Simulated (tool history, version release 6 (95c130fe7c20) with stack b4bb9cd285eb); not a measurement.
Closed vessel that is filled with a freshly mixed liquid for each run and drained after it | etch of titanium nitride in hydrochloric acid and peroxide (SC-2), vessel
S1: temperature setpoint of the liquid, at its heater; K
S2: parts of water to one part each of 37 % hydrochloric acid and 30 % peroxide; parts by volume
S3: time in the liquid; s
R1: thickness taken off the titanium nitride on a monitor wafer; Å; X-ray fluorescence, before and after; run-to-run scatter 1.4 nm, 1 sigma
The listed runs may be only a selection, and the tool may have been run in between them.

run,day,S1,S2,S3,R1
1,0,330.15,11.5,1105,585.28
2,0.154,334.65,11.5,1105,789.39
3,0.192,337.15,11.5,1105,906.93
4,0.317,337.15,7.5,1105,1293
5,0.621,337.65,7.5,1105,1331.5
6,0.708,337.65,5,1105,1802.8

What will run 7 give?
7,0.771,336.65,5,1105,?

R1: 1691.7 Å

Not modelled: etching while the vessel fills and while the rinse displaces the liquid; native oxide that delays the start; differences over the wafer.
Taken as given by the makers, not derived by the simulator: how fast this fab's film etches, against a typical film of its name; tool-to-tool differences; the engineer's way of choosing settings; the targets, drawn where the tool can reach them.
